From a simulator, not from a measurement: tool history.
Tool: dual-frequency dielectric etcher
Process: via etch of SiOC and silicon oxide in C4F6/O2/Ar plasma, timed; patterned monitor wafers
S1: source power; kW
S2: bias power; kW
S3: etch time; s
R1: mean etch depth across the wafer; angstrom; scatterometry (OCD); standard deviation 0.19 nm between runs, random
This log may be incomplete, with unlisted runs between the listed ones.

Run 1, day 0.000: S1 0.380 kW, S2 0.145 kW, S3 76.0 s. Result: R1 740.27 angstrom.
Run 2, day 0.125: S1 0.410 kW, S2 0.151 kW, S3 76.0 s. Result: R1 768.62 angstrom.
Run 3, day 0.204: S1 0.410 kW, S2 0.151 kW, S3 79.5 s. Result: R1 802.58 angstrom.
Run 4, day 0.542: S1 0.410 kW, S2 0.151 kW, S3 76.0 s. Result: R1 768.66 angstrom.
Run 5, day 0.846: S1 0.440 kW, S2 0.158 kW, S3 76.0 s. Result: R1 801.50 angstrom.
Run 6, day 1.054: S1 0.460 kW, S2 0.162 kW, S3 76.0 s. Result: R1 820.87 angstrom.
At day 1.146: wet clean of the chamber.
Run 7, day 1.146: S1 0.480 kW, S2 0.166 kW, S3 76.0 s. Result: R1 859.24 angstrom.

For run 8, what comes out?
Run 8, day 1.317: S1 0.490 kW, S2 0.167 kW, S3 76.0 s. Result: R1 ?.

{"run 8": {"R1": 867.71}}
